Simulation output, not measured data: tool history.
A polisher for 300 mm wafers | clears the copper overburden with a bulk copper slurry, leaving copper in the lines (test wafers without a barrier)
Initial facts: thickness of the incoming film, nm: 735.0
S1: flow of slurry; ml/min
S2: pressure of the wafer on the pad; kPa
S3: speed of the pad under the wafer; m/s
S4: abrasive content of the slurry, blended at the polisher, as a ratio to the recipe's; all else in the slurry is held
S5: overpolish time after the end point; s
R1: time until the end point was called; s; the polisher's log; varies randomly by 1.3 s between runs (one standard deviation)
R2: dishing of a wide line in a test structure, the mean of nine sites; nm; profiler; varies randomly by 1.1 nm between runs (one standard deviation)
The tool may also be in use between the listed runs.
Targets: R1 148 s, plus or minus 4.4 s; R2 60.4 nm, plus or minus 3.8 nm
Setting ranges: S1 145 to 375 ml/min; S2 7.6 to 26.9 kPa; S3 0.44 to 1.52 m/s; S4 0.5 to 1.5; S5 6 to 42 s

{"run": 1, "hour": 0.0, "S1": 240, "S2": 17.2, "S3": 0.98, "S4": 1, "S5": 21, "R1": 117.8, "R2": 59.82}
{"run": 2, "hour": 6.3, "S1": 235, "S2": 15.9, "S3": 0.98, "S4": 1, "S5": 23, "R1": 128.08, "R2": 60.74}
{"run": 3, "hour": 7.0, "S1": 230, "S2": 15.2, "S3": 0.98, "S4": 1, "S5": 24, "R1": 132.88, "R2": 57.892}
{"run": 4, "hour": 10.4, "S1": 230, "S2": 15.2, "S3": 0.98, "S4": 1, "S5": 31, "R1": 132.97, "R2": 65.893}
{"run": 5, "hour": 16.0, "S1": 230, "S2": 17.9, "S3": 0.98, "S4": 1, "S5": 31, "R1": 115.43, "R2": 71.257}
{"run": 6, "hour": 19.7, "S1": 225, "S2": 16.5, "S3": 0.98, "S4": 1, "S5": 30, "R1": 123.56, "R2": 65.395}
{"run": 7, "hour": 25.5, "S1": 220, "S2": 15.9, "S3": 0.98, "S4": 1, "S5": 31, "R1": 128.81, "R2": 66.733}
{"run": 8, "hour": 31.5, "S1": 220, "S2": 15.2, "S3": 0.98, "S4": 1, "S5": 31, "R1": 135.62, "R2": 64.423}
{"run": 9, "hour": 37.1, "S1": 210, "S2": 15.2, "S3": 0.98, "S4": 1, "S5": 31, "R1": 136.75, "R2": 65.305}
{"run": 10, "hour": 43.1, "S1": 200, "S2": 15.2, "S3": 0.98, "S4": 1, "S5": 30, "R1": 136.54, "R2": 63.89}

Consider the 4 candidate settings below. Which is the only one whose results all fall within their allowed miss of target?
{"run": "A", "hour": 49.1, "S1": 195, "S2": 15.2, "S3": 0.92, "S4": 1, "S5": 29, "R1": "?", "R2": "?"}
{"run": "B", "hour": 49.1, "S1": 145, "S2": 11.7, "S3": 1.2, "S4": 0.85, "S5": 37, "R1": "?", "R2": "?"}
{"run": "C", "hour": 49.1, "S1": 225, "S2": 17.2, "S3": 0.72, "S4": 1.1, "S5": 29, "R1": "?", "R2": "?"}
{"run": "D", "hour": 49.1, "S1": 195, "S2": 13.8, "S3": 0.94, "S4": 0.95, "S5": 24, "R1": "?", "R2": "?"}

move=A R1=146.95 R2=61.11
move=B R1=157.19 R2=61.656
move=C R1=158.92 R2=60.398
move=D R1=158.91 R2=53.735
A: hits every target within its allowed miss
B: takes the biggest miss from the last run beyond its target
C: takes the biggest miss from the last run beyond its target
D: takes the biggest miss from the last run beyond its target
The move that meets every target is A.
